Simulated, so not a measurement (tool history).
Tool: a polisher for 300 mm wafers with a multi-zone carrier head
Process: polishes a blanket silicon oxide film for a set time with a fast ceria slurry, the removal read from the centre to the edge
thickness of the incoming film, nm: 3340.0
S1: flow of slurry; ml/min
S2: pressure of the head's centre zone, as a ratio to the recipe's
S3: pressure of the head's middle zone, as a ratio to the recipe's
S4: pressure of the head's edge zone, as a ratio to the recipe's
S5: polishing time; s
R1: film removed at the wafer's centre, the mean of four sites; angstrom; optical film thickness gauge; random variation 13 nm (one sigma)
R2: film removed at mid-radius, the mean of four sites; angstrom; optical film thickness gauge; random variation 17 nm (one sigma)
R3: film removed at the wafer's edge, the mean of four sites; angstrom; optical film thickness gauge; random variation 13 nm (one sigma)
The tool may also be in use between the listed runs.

Run 1, day 0: S1 145 ml/min, S2 1, S3 1, S4 1, S5 59 s. Result: R1 12803 angstrom, R2 13311 angstrom, R3 12751 angstrom.
Run 2, day 0.175: S1 145 ml/min, S2 0.93, S3 1, S4 1, S5 59 s. Result: R1 12093 angstrom, R2 12705 angstrom, R3 12845 angstrom.
Run 3, day 0.317: S1 170 ml/min, S2 0.93, S3 1, S4 1, S5 59 s. Result: R1 12597 angstrom, R2 13815 angstrom, R3 13077 angstrom.
Run 4, day 0.433: S1 170 ml/min, S2 1, S3 1, S4 1, S5 59 s. Result: R1 13431 angstrom, R2 13645 angstrom, R3 13089 angstrom.
Run 5, day 0.725: S1 170 ml/min, S2 0.92, S3 1, S4 1, S5 59 s. Result: R1 12229 angstrom, R2 13238 angstrom, R3 13102 angstrom.
Run 6, day 0.796: S1 180 ml/min, S2 0.92, S3 0.98, S4 1.06, S5 60 s. Result: R1 12792 angstrom, R2 13494 angstrom, R3 13799 angstrom.
Run 7, day 1.054: S1 185 ml/min, S2 0.9, S3 0.97, S4 1.1, S5 61 s. Result: R1 12777 angstrom, R2 13768 angstrom, R3 14370 angstrom.
Run 8, day 1.096: S1 185 ml/min, S2 0.9, S3 0.97, S4 1.1, S5 61 s. Result: R1 12817 angstrom, R2 13792 angstrom, R3 14175 angstrom.
Run 9, day 1.429: S1 185 ml/min, S2 0.89, S3 0.95, S4 1.13, S5 62 s. Result: R1 12947 angstrom, R2 13630 angstrom, R3 14701 angstrom.

Forecast run 10:
Run 10, day 1.525: S1 185 ml/min, S2 0.88, S3 0.94, S4 1.15, S5 63 s. Result: R1 ?, R2 ?, R3 ?.

{"run 10": {"R1": 12813, "R2": 14031, "R3": 14831}}
